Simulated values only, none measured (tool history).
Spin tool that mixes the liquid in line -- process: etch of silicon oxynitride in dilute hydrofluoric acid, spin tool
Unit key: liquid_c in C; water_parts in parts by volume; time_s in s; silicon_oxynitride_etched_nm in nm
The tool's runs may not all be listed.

run,hour,liquid_c,water_parts,time_s,silicon_oxynitride_etched_nm
1,0,25,125,290,6.9374
2,9,23.5,125,290,6.4827
3,13.4,25.5,120,290,7.3824
4,18.1,27,115,290,8.3597
5,22.1,25.5,115,290,7.8208
6,26.5,27,110,290,8.7666
7,34.8,28,105,290,9.7128

Run 8 has not been measured yet. What should we expect?
8,43.6,29,105,290,?

silicon_oxynitride_etched_nm: 10.147 nm
